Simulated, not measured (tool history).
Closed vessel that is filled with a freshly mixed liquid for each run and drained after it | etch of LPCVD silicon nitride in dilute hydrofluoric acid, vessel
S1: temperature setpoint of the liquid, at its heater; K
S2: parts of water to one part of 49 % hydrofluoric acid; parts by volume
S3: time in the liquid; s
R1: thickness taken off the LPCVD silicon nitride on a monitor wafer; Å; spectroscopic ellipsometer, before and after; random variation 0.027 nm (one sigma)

run 1 hour=0 | S1=299.15 S2=95 S3=1420 | R1=90.388
run 2 hour=7.6 | S1=299.15 S2=95 S3=1520 | R1=96.576
run 3 hour=10.6 | S1=296.65 S2=95 S3=1520 | R1=82.265
run 4 hour=18.6 | S1=296.65 S2=130 S3=1520 | R1=60.507
run 5 hour=24.3 | S1=296.15 S2=130 S3=1520 | R1=58.267
run 6 hour=29.2 | S1=298.15 S2=130 S3=1520 | R1=65.949
run 7 hour=32 | S1=297.65 S2=130 S3=1520 | R1=64.133
run 8 hour=38.2 | S1=297.15 S2=130 S3=1520 | R1=61.936
run 9 hour=45.7 | S1=296.65 S2=130 S3=1520 | R1=59.822
run 10 hour=54.7 | S1=296.15 S2=130 S3=1520 | R1=57.758

Forecast run 11:
run 11 hour=60 | S1=294.65 S2=130 S3=1520 | R1=?

Run 11 gave R1 52.707 Å.

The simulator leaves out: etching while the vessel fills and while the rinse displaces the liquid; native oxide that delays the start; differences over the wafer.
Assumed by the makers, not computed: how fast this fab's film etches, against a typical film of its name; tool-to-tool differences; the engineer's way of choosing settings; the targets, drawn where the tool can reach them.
